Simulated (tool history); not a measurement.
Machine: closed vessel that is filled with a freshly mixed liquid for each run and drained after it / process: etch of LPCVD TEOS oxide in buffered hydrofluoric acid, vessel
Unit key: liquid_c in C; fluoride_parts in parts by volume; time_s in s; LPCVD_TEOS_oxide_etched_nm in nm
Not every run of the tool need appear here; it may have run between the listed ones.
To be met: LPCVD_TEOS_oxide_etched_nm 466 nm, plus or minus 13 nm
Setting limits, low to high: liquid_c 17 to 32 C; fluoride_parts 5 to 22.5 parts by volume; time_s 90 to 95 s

run	hour	liquid_c	fluoride_parts	time_s	LPCVD_TEOS_oxide_etched_nm
1	0	25	13.5	90	208.9
2	6.4	26.5	12	90	251.06
3	9	28	11	90	300.8
4	18.1	29	10.5	90	327.71
5	19.3	29.5	10	90	356.76
6	27.3	30	9.5	90	379.57
7	32.8	32	8	90	486.32
8	35.2	31.5	8	90	479.95

Exactly one of the 5 candidate moves below puts every result within its allowed miss. Which one?
A	37.6	32	8.5	95	?
B	37.6	28.5	6.5	90	?
C	37.6	31	8	90	?
D	37.6	31	7.5	90	?
E	37.6	31.5	7.5	90	?

move	LPCVD_TEOS_oxide_etched_nm
A	494.42
B	512.96
C	474.86
D	509.14
E	522.53
A: misses by more than the last run did
B: misses by more than the last run did
C: all results land within tolerance of their targets
D: misses by more than the last run did
E: misses by more than the last run did
Answer: C

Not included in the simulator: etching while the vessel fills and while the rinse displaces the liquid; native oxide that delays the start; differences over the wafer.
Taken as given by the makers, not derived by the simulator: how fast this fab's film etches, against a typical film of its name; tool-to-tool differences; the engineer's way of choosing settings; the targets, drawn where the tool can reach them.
